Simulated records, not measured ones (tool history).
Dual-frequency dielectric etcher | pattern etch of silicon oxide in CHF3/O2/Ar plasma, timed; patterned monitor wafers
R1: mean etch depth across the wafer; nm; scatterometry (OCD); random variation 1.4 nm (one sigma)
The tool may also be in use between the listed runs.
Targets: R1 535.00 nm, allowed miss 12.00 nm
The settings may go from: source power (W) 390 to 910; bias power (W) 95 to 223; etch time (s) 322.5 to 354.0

{"run": 1, "hour": 0.0, "source power (W)": 650, "bias power (W)": 159, "etch time (s)": 354.0, "R1": 721.4}
{"run": 2, "hour": 2.0, "source power (W)": 590, "bias power (W)": 141, "etch time (s)": 345.0, "R1": 639.99}
{"run": 3, "hour": 9.8, "source power (W)": 590, "bias power (W)": 141, "etch time (s)": 322.5, "R1": 596.45}
{"run": 4, "hour": 13.9, "source power (W)": 590, "bias power (W)": 141, "etch time (s)": 322.5, "R1": 596.46}
{"run": 5, "hour": 17.4, "source power (W)": 590, "bias power (W)": 141, "etch time (s)": 322.5, "R1": 595.73}
{"run": 6, "hour": 19.9, "source power (W)": 690, "bias power (W)": 141, "etch time (s)": 322.5, "R1": 640.52}
{"run": 7, "hour": 22.1, "source power (W)": 620, "bias power (W)": 138, "etch time (s)": 322.5, "R1": 604.63}
{"run": 8, "hour": 29.0, "source power (W)": 580, "bias power (W)": 136, "etch time (s)": 322.5, "R1": 581.81}
{"run": 9, "hour": 30.0, "source power (W)": 550, "bias power (W)": 135, "etch time (s)": 322.5, "R1": 565.61}
{"run": 10, "hour": 35.8, "source power (W)": 470, "bias power (W)": 130, "etch time (s)": 322.5, "R1": 511.29}

Which of these 5 next moves meets every target?
{"run": "A", "hour": 41.6, "source power (W)": 390, "bias power (W)": 146, "etch time (s)": 322.5, "R1": "?"}
{"run": "B", "hour": 41.6, "source power (W)": 410, "bias power (W)": 112, "etch time (s)": 354.0, "R1": "?"}
{"run": "C", "hour": 41.6, "source power (W)": 470, "bias power (W)": 109, "etch time (s)": 322.5, "R1": "?"}
{"run": "D", "hour": 41.6, "source power (W)": 430, "bias power (W)": 135, "etch time (s)": 345.0, "R1": "?"}
{"run": "E", "hour": 41.6, "source power (W)": 400, "bias power (W)": 136, "etch time (s)": 337.0, "R1": "?"}

move=A R1=489.43
move=B R1=488.11
move=C R1=472.62
move=D R1=532.46
move=E R1=501.91
A: further off than the last run
B: further off than the last run
C: further off than the last run
D: meets every target
E: further off than the last run
The right move is D.

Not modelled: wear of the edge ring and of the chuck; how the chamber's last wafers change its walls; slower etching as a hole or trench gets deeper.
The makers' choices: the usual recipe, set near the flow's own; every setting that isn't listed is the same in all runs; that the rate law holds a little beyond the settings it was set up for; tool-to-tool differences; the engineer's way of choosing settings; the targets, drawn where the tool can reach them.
